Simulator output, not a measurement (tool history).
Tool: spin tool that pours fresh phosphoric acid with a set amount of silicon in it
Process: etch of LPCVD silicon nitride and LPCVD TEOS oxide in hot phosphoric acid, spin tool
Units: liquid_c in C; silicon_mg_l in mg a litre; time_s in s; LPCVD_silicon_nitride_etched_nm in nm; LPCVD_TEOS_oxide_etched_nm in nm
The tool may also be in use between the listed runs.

run,hour,liquid_c,silicon_mg_l,time_s,LPCVD_silicon_nitride_etched_nm,LPCVD_TEOS_oxide_etched_nm
1,0.0,161.0,14.0,140,10.946,0.49760
2,1.7,161.5,14.0,145,11.502,0.48397
3,9.1,161.5,11.0,145,11.627,0.56171
4,17.2,162.0,10.5,145,11.704,0.54775
5,22.2,162.5,9.5,150,12.274,0.72022
6,31.3,162.5,9.5,200,16.357,0.86708
7,36.3,162.5,9.0,200,16.383,0.77060
8,38.1,162.5,8.0,200,16.485,0.80863

The next listed run, before its measurement:
9,42.5,162.5,7.5,200,?,?

LPCVD_silicon_nitride_etched_nm: 16.643 nm
LPCVD_TEOS_oxide_etched_nm: 1.03980 nm
